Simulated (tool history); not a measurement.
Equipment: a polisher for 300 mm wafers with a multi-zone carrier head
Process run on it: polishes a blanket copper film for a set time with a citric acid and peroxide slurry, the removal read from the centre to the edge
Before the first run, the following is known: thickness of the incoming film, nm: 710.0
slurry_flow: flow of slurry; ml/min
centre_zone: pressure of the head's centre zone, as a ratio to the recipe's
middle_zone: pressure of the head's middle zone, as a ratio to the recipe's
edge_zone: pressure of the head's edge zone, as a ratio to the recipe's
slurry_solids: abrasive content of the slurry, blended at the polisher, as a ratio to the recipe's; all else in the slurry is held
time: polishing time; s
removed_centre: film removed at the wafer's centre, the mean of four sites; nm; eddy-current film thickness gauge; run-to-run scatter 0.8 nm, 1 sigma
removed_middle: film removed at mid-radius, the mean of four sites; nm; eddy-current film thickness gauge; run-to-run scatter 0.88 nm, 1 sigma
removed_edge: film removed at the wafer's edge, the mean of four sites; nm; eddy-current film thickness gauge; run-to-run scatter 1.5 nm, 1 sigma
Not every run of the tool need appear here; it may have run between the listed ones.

| run | day | slurry_flow | centre_zone | middle_zone | edge_zone | slurry_solids | time | removed_centre | removed_middle | removed_edge |
|---|---|---|---|---|---|---|---|---|---|---|
| 1 | 0 | 190 | 1 | 1 | 1 | 1 | 56 | 82.116 | 78.628 | 81.716 |
| 2 | 0.333 | 190 | 1 | 1.07 | 1 | 1 | 56 | 81.924 | 83.401 | 80.208 |
| 3 | 0.708 | 200 | 1.02 | 1.04 | 1.04 | 1.1 | 57 | 87.239 | 85.668 | 83.737 |
| 4 | 1.054 | 195 | 1.02 | 0.99 | 1.06 | 1.2 | 60 | 93.623 | 88.899 | 91.981 |
| 5 | 1.296 | 200 | 1.03 | 0.95 | 1.08 | 1.25 | 61 | 97.82 | 88.371 | 96.751 |
| 6 | 1.342 | 225 | 1.03 | 0.95 | 1.08 | 1.25 | 61 | 98.882 | 89.119 | 101.96 |
| 7 | 1.404 | 275 | 1.13 | 0.97 | 1.11 | 1.3 | 61 | 109.39 | 95.349 | 105.05 |
| 8 | 1.646 | 280 | 1.13 | 0.96 | 1.12 | 1.3 | 61 | 109.41 | 93.474 | 102.01 |

What will run 9 give?
| 9 | 1.962 | 280 | 1.12 | 0.94 | 1.13 | 1.35 | 61 | ? | ? | ? |

{"run 9": {"removed_centre": 108.7, "removed_middle": 94.005, "removed_edge": 102.58}}
